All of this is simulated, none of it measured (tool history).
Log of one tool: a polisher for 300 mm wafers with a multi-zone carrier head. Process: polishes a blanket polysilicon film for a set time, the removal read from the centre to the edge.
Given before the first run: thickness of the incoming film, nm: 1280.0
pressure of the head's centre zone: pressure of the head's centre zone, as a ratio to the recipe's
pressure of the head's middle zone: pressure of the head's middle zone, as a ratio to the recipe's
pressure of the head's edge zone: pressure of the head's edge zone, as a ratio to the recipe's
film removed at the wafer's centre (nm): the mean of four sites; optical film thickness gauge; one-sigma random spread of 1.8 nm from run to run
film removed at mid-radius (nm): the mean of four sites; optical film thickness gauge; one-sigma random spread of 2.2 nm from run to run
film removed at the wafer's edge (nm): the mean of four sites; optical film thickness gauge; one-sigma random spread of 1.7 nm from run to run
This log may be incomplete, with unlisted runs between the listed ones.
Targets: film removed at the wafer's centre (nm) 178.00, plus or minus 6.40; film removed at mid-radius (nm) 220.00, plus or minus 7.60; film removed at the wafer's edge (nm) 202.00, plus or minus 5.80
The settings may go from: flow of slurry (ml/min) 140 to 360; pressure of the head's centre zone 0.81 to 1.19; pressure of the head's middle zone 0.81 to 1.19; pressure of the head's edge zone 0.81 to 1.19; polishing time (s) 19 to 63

run  hour  flow of slurry (ml/min)  pressure of the head's centre zone  pressure of the head's middle zone  pressure of the head's edge zone  polishing time (s)  film removed at the wafer's centre (nm)  film removed at mid-radius (nm)  film removed at the wafer's edge (nm)
  1   0.0                      230                                1.00                                1.00                              1.00                  41                                   361.34                           363.44                                 375.18
  2   0.9                      230                                1.00                                0.95                              1.00                  41                                   363.10                           350.94                                 378.18
  3   7.6                      230                                1.00                                1.01                              1.00                  41                                   360.15                           362.72                                 375.11
  4  10.9                      230                                0.94                                1.01                              1.00                  41                                   339.88                           368.23                                 375.59
  5  12.1                      230                                0.94                                1.09                              1.00                  41                                   343.32                           385.12                                 377.33
  6  15.1                      225                                0.93                                1.09                              0.98                  38                                   315.02                           363.62                                 347.08
  7  21.5                      215                                0.92                                1.08                              0.97                  36                                   285.57                           333.04                                 325.23
  8  22.7                      215                                0.92                                1.08                              0.95                  34                                   270.82                           318.48                                 310.88
  9  30.4                      150                                0.93                                1.11                              0.85                  23                                   174.68                           203.14                                 188.59
 10  34.0                      155                                0.93                                1.11                              0.85                  23                                   174.21                           208.46                                 192.07

Below are 5 possible settings for the next run. Only one of them brings all results inside the allowed miss of their targets. Which is it?
  A  37.6                      170                                0.94                                1.19                              0.81                  23                                        ?                                ?                                      ?
  B  37.6                      140                                0.99                                1.11                              0.83                  25                                        ?                                ?                                      ?
  C  37.6                      170                                0.84                                1.07                              0.98                  25                                        ?                                ?                                      ?
  D  37.6                      140                                1.01                                1.06                              0.81                  23                                        ?                                ?                                      ?
  E  37.6                      145                                0.91                                1.15                              0.91                  24                                        ?                                ?                                      ?

move  film removed at the wafer's centre (nm)  film removed at mid-radius (nm)  film removed at the wafer's edge (nm)
   A                                   180.08                           221.42                                 189.88
   B                                   194.73                           216.95                                 201.96
   C                                   177.63                           219.72                                 221.49
   D                                   182.23                           191.87                                 184.37
   E                                   175.60                           216.64                                 201.48
A: its largest miss is bigger than the last run's
B: the furthest-off result lands on target, but another misses its tolerance
C: takes the result that was furthest off past its target
D: its largest miss is bigger than the last run's
E: in spec on every target
Correct choice: E, which meets every target

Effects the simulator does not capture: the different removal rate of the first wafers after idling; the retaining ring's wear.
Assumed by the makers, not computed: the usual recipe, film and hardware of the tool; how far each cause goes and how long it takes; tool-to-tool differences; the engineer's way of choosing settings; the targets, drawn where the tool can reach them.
